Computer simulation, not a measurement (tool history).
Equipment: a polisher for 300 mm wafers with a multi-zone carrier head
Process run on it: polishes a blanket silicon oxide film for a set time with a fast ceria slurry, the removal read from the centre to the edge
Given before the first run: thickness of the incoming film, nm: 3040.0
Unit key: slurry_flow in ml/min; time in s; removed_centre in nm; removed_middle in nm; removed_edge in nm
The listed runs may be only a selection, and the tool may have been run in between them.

{"run": 1, "day": 0.0, "slurry_flow": 125, "centre_zone": 1, "middle_zone": 1, "edge_zone": 1, "time": 65, "removed_centre": 855.13, "removed_middle": 839.86, "removed_edge": 880.57}
{"run": 2, "day": 0.208, "slurry_flow": 125, "centre_zone": 1, "middle_zone": 1, "edge_zone": 1, "time": 74, "removed_centre": 985.35, "removed_middle": 953.91, "removed_edge": 983.22}
{"run": 3, "day": 0.554, "slurry_flow": 115, "centre_zone": 0.98, "middle_zone": 0.99, "edge_zone": 0.96, "time": 71, "removed_centre": 891.39, "removed_middle": 903.91, "removed_edge": 925.06}
{"run": 4, "day": 0.65, "slurry_flow": 110, "centre_zone": 0.98, "middle_zone": 0.98, "edge_zone": 0.93, "time": 69, "removed_centre": 855.91, "removed_middle": 860.37, "removed_edge": 873.55}
{"run": 5, "day": 0.896, "slurry_flow": 105, "centre_zone": 0.97, "middle_zone": 0.97, "edge_zone": 0.91, "time": 68, "removed_centre": 810.45, "removed_middle": 824.82, "removed_edge": 854.19}
{"run": 6, "day": 0.954, "slurry_flow": 100, "centre_zone": 0.97, "middle_zone": 0.97, "edge_zone": 0.89, "time": 67, "removed_centre": 804.33, "removed_middle": 816.31, "removed_edge": 813.85}

What will run 7 give?
{"run": 7, "day": 1.329, "slurry_flow": 95, "centre_zone": 0.96, "middle_zone": 0.97, "edge_zone": 0.89, "time": 67, "removed_centre": "?", "removed_middle": "?", "removed_edge": "?"}

Run 7 came out at removed_centre 789.51 nm, removed_middle 791.4 nm, removed_edge 811.87 nm.

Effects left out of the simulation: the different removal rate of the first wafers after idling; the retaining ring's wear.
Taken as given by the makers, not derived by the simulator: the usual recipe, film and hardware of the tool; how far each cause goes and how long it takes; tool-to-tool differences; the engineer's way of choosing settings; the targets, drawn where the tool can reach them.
